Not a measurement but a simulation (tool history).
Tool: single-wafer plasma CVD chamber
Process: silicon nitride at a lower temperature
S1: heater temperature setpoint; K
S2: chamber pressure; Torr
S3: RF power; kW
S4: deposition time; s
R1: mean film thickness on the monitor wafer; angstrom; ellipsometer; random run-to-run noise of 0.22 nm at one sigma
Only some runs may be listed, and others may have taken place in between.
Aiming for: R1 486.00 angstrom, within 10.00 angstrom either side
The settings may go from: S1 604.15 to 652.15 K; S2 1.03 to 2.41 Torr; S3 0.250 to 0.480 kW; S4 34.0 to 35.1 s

run	hour	S1	S2	S3	S4	R1
1	0.0	628.15	1.72	0.365	34.0	436.96
2	0.8	628.15	1.92	0.365	34.0	445.90
3	7.8	628.15	1.92	0.320	34.0	420.17
4	13.0	628.15	2.00	0.340	34.1	433.99
5	19.7	628.15	1.76	0.340	34.1	425.85
6	24.4	628.15	1.83	0.360	34.2	437.60
7	29.3	628.15	1.91	0.375	34.3	450.95
8	32.9	628.15	1.95	0.390	34.4	463.50
9	34.8	628.15	1.99	0.395	34.4	465.96
10	35.5	628.15	2.02	0.400	34.5	470.65
11	41.6	628.15	2.04	0.405	34.5	478.10

Pick the move, out of 4, that brings all results within their allowed miss; only one does.
A	47.7	636.15	2.15	0.390	34.1	?
B	47.7	633.15	1.90	0.385	34.8	?
C	47.7	634.15	1.92	0.450	34.0	?
D	47.7	630.15	2.19	0.395	34.0	?

move	R1
A	464.63
B	459.53
C	479.98
D	468.81
A: moves away from the targets compared with the last run
B: moves away from the targets compared with the last run
C: hits every target within its allowed miss
D: moves away from the targets compared with the last run
Move C is the one to make.

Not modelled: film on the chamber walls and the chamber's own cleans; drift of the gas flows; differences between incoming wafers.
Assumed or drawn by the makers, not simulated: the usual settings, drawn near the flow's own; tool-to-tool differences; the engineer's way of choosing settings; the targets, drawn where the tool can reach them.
